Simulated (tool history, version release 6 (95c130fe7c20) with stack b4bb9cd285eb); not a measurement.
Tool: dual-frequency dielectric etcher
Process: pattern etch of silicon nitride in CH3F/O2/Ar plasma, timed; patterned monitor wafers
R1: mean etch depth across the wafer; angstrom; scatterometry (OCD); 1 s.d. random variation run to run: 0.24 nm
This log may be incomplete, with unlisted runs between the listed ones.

run 1 hour=0 | source_power_(kW)=0.41 bias_power_(kW)=0.066 etch_time_(s)=54 | R1=374.74
run 2 hour=8 | source_power_(kW)=0.41 bias_power_(kW)=0.066 etch_time_(s)=54 | R1=371.66
run 3 hour=12.2 | source_power_(kW)=0.44 bias_power_(kW)=0.067 etch_time_(s)=54 | R1=382.24
run 4 hour=21 | source_power_(kW)=0.46 bias_power_(kW)=0.069 etch_time_(s)=54 | R1=391.75
run 5 hour=23.9 | source_power_(kW)=0.5 bias_power_(kW)=0.069 etch_time_(s)=54 | R1=407.38
run 6 hour=27.6 | source_power_(kW)=0.5 bias_power_(kW)=0.059 etch_time_(s)=54 | R1=376.5

For run 7, what comes out?
run 7 hour=29.6 | source_power_(kW)=0.51 bias_power_(kW)=0.061 etch_time_(s)=54 | R1=?

{"run 7": {"R1": 388.41}}

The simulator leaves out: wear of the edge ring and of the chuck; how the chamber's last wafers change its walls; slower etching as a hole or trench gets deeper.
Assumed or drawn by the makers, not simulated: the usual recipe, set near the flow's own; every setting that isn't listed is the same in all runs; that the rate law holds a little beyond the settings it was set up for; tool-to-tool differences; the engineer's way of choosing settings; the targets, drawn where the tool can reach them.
